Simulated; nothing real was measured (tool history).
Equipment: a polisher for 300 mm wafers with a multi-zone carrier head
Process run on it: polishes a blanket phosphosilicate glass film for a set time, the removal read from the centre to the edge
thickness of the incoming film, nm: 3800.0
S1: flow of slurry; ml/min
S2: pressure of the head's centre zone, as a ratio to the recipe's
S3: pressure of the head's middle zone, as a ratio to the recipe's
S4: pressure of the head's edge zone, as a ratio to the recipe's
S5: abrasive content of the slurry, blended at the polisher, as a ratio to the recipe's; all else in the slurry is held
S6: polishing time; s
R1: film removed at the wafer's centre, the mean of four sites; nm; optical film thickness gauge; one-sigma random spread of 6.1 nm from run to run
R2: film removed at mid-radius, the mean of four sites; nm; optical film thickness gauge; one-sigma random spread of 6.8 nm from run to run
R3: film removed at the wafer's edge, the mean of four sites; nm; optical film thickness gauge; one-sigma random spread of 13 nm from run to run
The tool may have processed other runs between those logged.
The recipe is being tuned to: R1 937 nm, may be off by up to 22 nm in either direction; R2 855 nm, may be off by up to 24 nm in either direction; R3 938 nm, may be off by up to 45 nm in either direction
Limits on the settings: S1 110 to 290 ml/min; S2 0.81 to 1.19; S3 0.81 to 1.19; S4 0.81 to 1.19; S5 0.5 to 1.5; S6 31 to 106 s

| run | hour | S1 | S2 | S3 | S4 | S5 | S6 | R1 | R2 | R3 |
|---|---|---|---|---|---|---|---|---|---|---|
| 1 | 0 | 185 | 1 | 1 | 1 | 1 | 68 | 848.18 | 838.87 | 882.38 |
| 2 | 2.1 | 185 | 1 | 1 | 1 | 1.2 | 68 | 940.14 | 932.14 | 959.03 |
| 3 | 8.8 | 185 | 0.94 | 1 | 1 | 1.2 | 68 | 889.41 | 956.65 | 959 |
| 4 | 14 | 185 | 1.02 | 1 | 1 | 1.2 | 68 | 956.05 | 939.76 | 966.87 |
| 5 | 15.1 | 185 | 1.02 | 1 | 1 | 1 | 68 | 856.66 | 849.84 | 872.41 |
| 6 | 17.9 | 185 | 1.02 | 1 | 1 | 1 | 83 | 1062.4 | 1047 | 1029.7 |
| 7 | 20 | 170 | 1.01 | 0.96 | 0.99 | 1 | 83 | 1029.2 | 989.13 | 1062.1 |
| 8 | 25.2 | 170 | 1.02 | 0.95 | 0.96 | 0.95 | 83 | 1003 | 956.01 | 987.89 |
| 9 | 33.1 | 160 | 1.02 | 0.93 | 0.95 | 0.95 | 83 | 1000.8 | 909.58 | 957.56 |

Below are 5 possible settings for the next run. Only one of them brings all results inside the allowed miss of their targets. Which is it?
| A | 41 | 150 | 1.03 | 0.92 | 0.98 | 0.9 | 82 | ? | ? | ? |
| B | 41 | 150 | 1.07 | 1.03 | 0.81 | 1 | 73 | ? | ? | ? |
| C | 41 | 190 | 1 | 0.99 | 0.96 | 0.85 | 85 | ? | ? | ? |
| D | 41 | 200 | 1 | 0.95 | 0.95 | 0.85 | 85 | ? | ? | ? |
| E | 41 | 160 | 1.12 | 1.02 | 0.93 | 1.05 | 67 | ? | ? | ? |

| move | R1 | R2 | R3 |
|---|---|---|---|
| A | 935.13 | 865.96 | 917.25 |
| B | 935.17 | 914.72 | 807.4 |
| C | 934.17 | 942.71 | 920.69 |
| D | 941.03 | 917.2 | 921.23 |
| E | 938.69 | 868.34 | 820.56 |
A: meets every target
B: the furthest-off result lands on target, but another misses its tolerance
C: the furthest-off result lands on target, but another misses its tolerance
D: the furthest-off result lands on target, but another misses its tolerance
E: the furthest-off result lands on target, but another misses its tolerance
The right move is A.
